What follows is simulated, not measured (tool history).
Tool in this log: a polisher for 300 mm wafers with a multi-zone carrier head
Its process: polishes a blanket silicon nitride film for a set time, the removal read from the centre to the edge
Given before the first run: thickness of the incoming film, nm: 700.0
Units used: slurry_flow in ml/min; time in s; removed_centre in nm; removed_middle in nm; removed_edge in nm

| run | hour | slurry_flow | centre_zone | middle_zone | edge_zone | time | removed_centre | removed_middle | removed_edge |
|---|---|---|---|---|---|---|---|---|---|
| 1 | 0 | 160 | 1 | 1 | 1 | 59 | 157.33 | 158.22 | 164.62 |
| 2 | 6.4 | 160 | 1 | 1 | 1 | 65 | 170.25 | 173.03 | 181.59 |
| 3 | 15.3 | 160 | 1 | 1 | 0.95 | 65 | 169.89 | 179.15 | 176.51 |
| 4 | 17.6 | 155 | 0.98 | 1 | 0.95 | 65 | 165.52 | 174.9 | 175.37 |
| 5 | 18.8 | 140 | 0.98 | 1 | 0.95 | 65 | 163.09 | 169.9 | 172.7 |
| 6 | 21.7 | 140 | 0.96 | 1.01 | 0.95 | 65 | 153.75 | 171.81 | 173.96 |
| 7 | 29.2 | 135 | 0.95 | 1.02 | 0.94 | 65 | 155.55 | 169.1 | 170.78 |
|  | 34.6 | slurry nozzle cleaned |
| 8 | 34.6 | 135 | 0.93 | 1.03 | 0.93 | 65 | 166.85 | 191.36 | 179.74 |
| 9 | 38.5 | 130 | 0.92 | 1.03 | 0.93 | 64 | 159.37 | 185.95 | 175.56 |

Forecast run 10:
| 10 | 45.3 | 100 | 0.82 | 1.04 | 0.88 | 62 | ? | ? | ? |

removed_centre: 128.35 nm
removed_middle: 168.38 nm
removed_edge: 159.37 nm

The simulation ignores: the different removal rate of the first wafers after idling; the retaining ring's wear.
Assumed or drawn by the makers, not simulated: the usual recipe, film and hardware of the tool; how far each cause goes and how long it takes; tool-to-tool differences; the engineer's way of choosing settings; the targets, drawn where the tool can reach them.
